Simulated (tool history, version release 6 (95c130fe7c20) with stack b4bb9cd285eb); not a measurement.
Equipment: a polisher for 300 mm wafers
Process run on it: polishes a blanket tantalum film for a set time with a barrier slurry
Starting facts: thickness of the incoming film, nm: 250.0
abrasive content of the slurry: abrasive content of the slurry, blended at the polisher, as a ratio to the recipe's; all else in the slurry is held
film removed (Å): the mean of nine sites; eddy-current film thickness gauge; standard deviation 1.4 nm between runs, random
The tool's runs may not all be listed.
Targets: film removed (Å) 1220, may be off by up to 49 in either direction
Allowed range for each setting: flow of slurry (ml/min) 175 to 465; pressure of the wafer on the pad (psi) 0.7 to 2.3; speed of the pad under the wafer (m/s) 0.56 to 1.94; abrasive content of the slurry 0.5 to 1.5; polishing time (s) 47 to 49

| run | day | flow of slurry (ml/min) | pressure of the wafer on the pad (psi) | speed of the pad under the wafer (m/s) | abrasive content of the slurry | polishing time (s) | film removed (Å) |
|---|---|---|---|---|---|---|---|
| 1 | 0 | 295 | 1.5 | 1.24 | 1 | 47 | 825.22 |
| 2 | 0.3 | 295 | 1.6 | 1.24 | 1 | 47 | 874.14 |
| 3 | 0.429 | 295 | 1.7 | 1.24 | 1 | 47 | 925.87 |
| 4 | 0.683 | 295 | 1.8 | 1.24 | 1 | 47 | 965.99 |
| 5 | 1.025 | 295 | 1.9 | 1.24 | 1 | 47 | 987.79 |
| 6 | 1.296 | 295 | 1.9 | 1.24 | 1 | 47 | 1011.8 |
| 7 | 1.392 | 295 | 2 | 1.24 | 1 | 47 | 1073.1 |
| 8 | 1.671 | 295 | 2.1 | 1.24 | 1 | 47 | 1109.9 |
| 9 | 1.846 | 295 | 2.1 | 1.24 | 1 | 47 | 1095.1 |
| 10 | 1.867 | 295 | 2.2 | 1.26 | 1 | 47 | 1132.8 |

Exercise: of the 5 proposed moves below, exactly one satisfies all targets within the stated allowed misses. Which move is it?
| A | 1.888 | 310 | 2.3 | 1.16 | 1.1 | 49 | ? |
| B | 1.888 | 350 | 2.3 | 1.4 | 0.8 | 49 | ? |
| C | 1.888 | 305 | 1.9 | 1.3 | 1.25 | 47 | ? |
| D | 1.888 | 355 | 2.2 | 1.06 | 1.15 | 47 | ? |
| E | 1.888 | 320 | 2.2 | 1.14 | 1.15 | 47 | ? |

| move | film removed (Å) |
|---|---|
| A | 1213.4 |
| B | 1312.6 |
| C | 1133.5 |
| D | 1050.4 |
| E | 1117.1 |
A: each result inside its tolerance
B: moves the result that the last run missed by most past its target, out the other side
C: just as far off the targets as the last run
D: lands further from the targets than the last run did
E: lands further from the targets than the last run did
The right move is A.
